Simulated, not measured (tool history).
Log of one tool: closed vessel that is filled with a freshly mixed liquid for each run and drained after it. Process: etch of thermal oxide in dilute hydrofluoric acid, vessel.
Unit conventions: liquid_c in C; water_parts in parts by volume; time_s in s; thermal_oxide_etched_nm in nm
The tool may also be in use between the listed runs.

run    day  liquid_c  water_parts  time_s  thermal_oxide_etched_nm
  1      0        24           50     275                   25.859
  2  0.129        23           50     275                   24.876
  3  0.417      21.5           55     275                   21.143
  4  0.746        25           55     275                   24.561
  5  0.788      27.5           55     275                   27.177
  6  1.079      27.5           40     275                   37.816

The next listed run, before its measurement:
  7  1.333      24.5           45     275                        ?

{"run 7": {"thermal_oxide_etched_nm": 29.405}}
